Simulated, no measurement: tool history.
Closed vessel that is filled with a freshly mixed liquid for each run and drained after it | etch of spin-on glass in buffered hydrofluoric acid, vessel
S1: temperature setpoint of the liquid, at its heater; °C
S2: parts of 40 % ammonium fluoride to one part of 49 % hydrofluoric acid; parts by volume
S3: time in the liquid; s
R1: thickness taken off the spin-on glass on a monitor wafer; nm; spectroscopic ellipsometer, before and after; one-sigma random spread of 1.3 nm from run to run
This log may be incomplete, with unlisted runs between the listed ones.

run  hour    S1    S2   S3      R1
  1   0.0  20.0   9.5   95  368.61
  2   5.8  19.0  10.0   95  338.99
  3  12.5  18.5  10.5   95  313.15
  4  15.6  17.0  10.5   95  291.65
     16.3  -- thermometer replaced
  5  16.3  18.5  10.5   95  289.37
  6  23.9  18.5  10.5  100  301.03
  7  28.5  18.0  10.5  100  294.56

Expected results for the next run?
  8  36.3  17.5  10.5  100   ?

Run 8 came out at R1 287.12 nm.
